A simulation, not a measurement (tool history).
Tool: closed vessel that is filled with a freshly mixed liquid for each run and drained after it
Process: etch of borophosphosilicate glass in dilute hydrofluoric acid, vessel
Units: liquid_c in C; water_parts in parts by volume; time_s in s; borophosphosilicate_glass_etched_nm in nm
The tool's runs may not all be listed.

run	hour	liquid_c	water_parts	time_s	borophosphosilicate_glass_etched_nm
1	0	21	250	85	11.75
2	4.5	19.5	250	85	10.987
3	7	22	250	85	12.284
4	13.2	23.5	250	85	12.74
5	18.9	23.5	250	40	5.9947
6	26.3	22	220	40	6.6847

Run 7 comes next. What will it give?
7	29.6	22	275	50	?

{"run 7": {"borophosphosilicate_glass_etched_nm": 6.3221}}

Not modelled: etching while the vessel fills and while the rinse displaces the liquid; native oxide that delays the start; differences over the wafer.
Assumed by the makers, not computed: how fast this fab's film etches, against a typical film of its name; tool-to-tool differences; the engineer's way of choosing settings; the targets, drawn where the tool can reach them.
